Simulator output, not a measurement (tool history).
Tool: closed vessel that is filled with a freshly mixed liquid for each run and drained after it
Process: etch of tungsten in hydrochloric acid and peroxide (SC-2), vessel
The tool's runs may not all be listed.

run    day  temperature setpoint of the liquid (K)  parts of water to one part each of 37 % hydrochloric acid and 30 % peroxide (parts by volume)  time in the liquid (s)  thickness taken off the tungsten on a monitor wafer (nm)
  1  0.000                                  329.15                                                                                            7.5                     105                                                    71.141
  2  0.296                                  322.65                                                                                            7.5                     105                                                    46.659
  3  0.592                                  322.65                                                                                            7.5                     105                                                    46.650
  4  0.888                                  324.15                                                                                            7.5                     105                                                    51.681
  5  1.229                                  324.15                                                                                            5.0                     105                                                    69.969
  6  1.254                                  324.65                                                                                            5.0                     105                                                    72.490
  7  1.383                                  325.15                                                                                            5.0                     105                                                    74.534
  8  1.608                                  325.65                                                                                            5.0                     105                                                    77.108
  9  1.800                                  326.15                                                                                            5.0                     105                                                    79.426

Estimate the outcome of run 10 from the log above:
 10  1.979                                  326.65                                                                                            5.0                     105                                                         ?

thickness taken off the tungsten on a monitor wafer (nm): 81.628

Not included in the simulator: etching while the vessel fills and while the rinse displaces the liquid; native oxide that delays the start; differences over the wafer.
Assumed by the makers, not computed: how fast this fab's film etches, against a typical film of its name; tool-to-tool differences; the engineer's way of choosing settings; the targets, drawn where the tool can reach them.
